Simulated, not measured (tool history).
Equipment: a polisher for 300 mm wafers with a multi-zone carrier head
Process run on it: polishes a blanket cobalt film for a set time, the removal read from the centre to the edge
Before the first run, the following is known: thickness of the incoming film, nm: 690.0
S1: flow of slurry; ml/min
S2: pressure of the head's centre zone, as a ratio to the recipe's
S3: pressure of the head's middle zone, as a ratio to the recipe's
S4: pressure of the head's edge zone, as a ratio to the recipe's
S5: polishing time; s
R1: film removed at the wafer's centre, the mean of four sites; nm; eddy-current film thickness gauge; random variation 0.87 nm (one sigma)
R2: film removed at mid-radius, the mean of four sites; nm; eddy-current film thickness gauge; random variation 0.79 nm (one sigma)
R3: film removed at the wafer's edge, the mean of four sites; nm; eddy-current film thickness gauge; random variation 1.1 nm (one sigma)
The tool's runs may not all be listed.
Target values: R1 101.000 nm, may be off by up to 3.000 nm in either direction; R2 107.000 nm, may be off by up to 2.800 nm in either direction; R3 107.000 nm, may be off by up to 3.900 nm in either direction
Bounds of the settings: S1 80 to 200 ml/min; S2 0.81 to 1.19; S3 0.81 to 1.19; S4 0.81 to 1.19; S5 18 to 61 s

run   hour   S1    S2    S3    S4  S5       R1       R2       R3
  1    0.0  130  1.00  1.00  1.00  39  211.770  211.740  202.760
  2    2.7  110  1.00  1.00  1.00  39  205.760  206.080  193.620
  3    6.4  110  0.95  1.00  1.00  39  194.450  204.480  199.570
  4   14.1  110  0.95  1.00  0.97  39  193.240  205.920  200.230
  5   22.4   85  0.95  1.00  0.97  39  185.970  198.040  188.890
  6   25.9   85  1.02  1.00  0.97  39  204.160  198.090  191.590
  7   31.0   85  1.00  0.99  0.94  35  176.070  178.000  165.070
  8   37.3   85  0.98  0.96  0.94  32  157.700  158.240  154.780
  9   38.2   85  0.97  0.95  0.93  30  148.600  145.940  145.780
 10   44.3   85  0.95  0.95  0.92  28  130.850  137.790  133.760
 11   53.1   85  0.95  0.95  0.92  28  134.360  137.320  132.150
 12   53.9   85  0.85  0.86  0.84  20   86.258   90.714   90.865
 13   58.8  120  0.85  0.89  0.94  19   85.329   94.944   94.645
 14   64.1  120  0.87  0.90  0.96  19   88.034   93.512   95.409
 15   66.5  120  0.88  0.92  0.98  19   88.618   95.522   96.681
 16   71.7  125  0.89  0.93  0.99  19   91.595   97.346   97.413
 17   73.0  125  0.90  0.94  1.00  19   91.996   97.932   98.094
 18   76.5  125  0.91  0.95  1.01  19   93.183   97.409   98.738
 19   80.9  125  0.91  0.96  1.02  19   95.015   99.678   98.418
 20   82.4  125  0.91  0.96  1.03  19   93.146   99.610  100.420
 21   88.3  125  0.92  0.97  1.04  19   92.528  100.920  101.100
 22   92.4  130  0.93  0.97  1.05  19   95.765  101.280   99.028
      97.9  -- edge zone pressure recalibrated
 23   97.9  125  0.93  0.97  1.06  19   95.080  100.280  103.010
 24  101.9  125  0.93  0.98  1.07  19   96.255  100.560  104.830

Of the 4 settings listed for the next run, only one would bring every result within its allowed miss of target. Which one?
  A  105.9  160  0.88  0.89  1.15  18   ?   ?   ?
  B  105.9  105  0.92  0.96  0.97  21   ?   ?   ?
  C  105.9  130  0.93  0.90  1.08  20   ?   ?   ?
  D  105.9   90  0.98  0.94  1.19  19   ?   ?   ?

move       R1       R2       R3
   A   88.081   91.703  105.000
   B  100.280  106.480  107.690
   C  100.110   99.752  110.630
   D   94.056   92.501  106.180
A: further off than the last run
B: in spec on every target
C: further off than the last run
D: further off than the last run
The move that meets every target is B.
